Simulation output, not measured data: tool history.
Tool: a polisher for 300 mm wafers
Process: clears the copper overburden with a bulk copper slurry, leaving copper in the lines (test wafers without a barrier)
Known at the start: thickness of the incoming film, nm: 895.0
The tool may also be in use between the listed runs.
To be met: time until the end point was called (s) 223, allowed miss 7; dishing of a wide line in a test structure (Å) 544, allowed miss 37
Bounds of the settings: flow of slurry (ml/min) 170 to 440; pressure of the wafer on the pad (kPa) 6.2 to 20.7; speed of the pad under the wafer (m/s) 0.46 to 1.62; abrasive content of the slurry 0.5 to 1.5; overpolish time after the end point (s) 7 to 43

run,hour,flow of slurry (ml/min),pressure of the wafer on the pad (kPa),speed of the pad under the wafer (m/s),abrasive content of the slurry,overpolish time after the end point (s),time until the end point was called (s),dishing of a wide line in a test structure (Å)
1,0,280,13.1,1.04,1,22,158.37,619.43
2,5.9,280,12.4,1.04,1,23,165.22,567.44
3,9.9,280,11.7,1.02,1,27,179.18,618.53
4,12.7,280,11,1.02,1,27,191.15,579.63
5,15.6,280,13.1,1.02,1,27,159.77,654.14
6,16.3,280,13.1,1.02,1,20,158.99,577.18
7,18.4,280,12.4,1.02,1,22,168.7,572.68
8,19.8,275,8.3,1,1,31,252.64,499.45
9,27.6,275,8.3,1,1,31,252.41,486.04

4 next moves are on the table. One of them brings every result within its allowed miss. Which?
A,35.4,265,9,1.1,0.95,30,?,?
B,35.4,290,9,1.16,1.05,19,?,?
C,35.4,290,8.3,1.12,1.15,23,?,?
D,35.4,365,8.3,1.1,1.25,23,?,?

move,time until the end point was called (s),dishing of a wide line in a test structure (Å)
A,220.96,551.75
B,206.29,454.22
C,225.93,472.11
D,221.99,476.45
A: meets every target
B: takes the result that was furthest off past its target
C: brings the result that was furthest off to its target, and leaves another outside
D: brings the result that was furthest off to its target, and leaves another outside
Move A is the one to make.
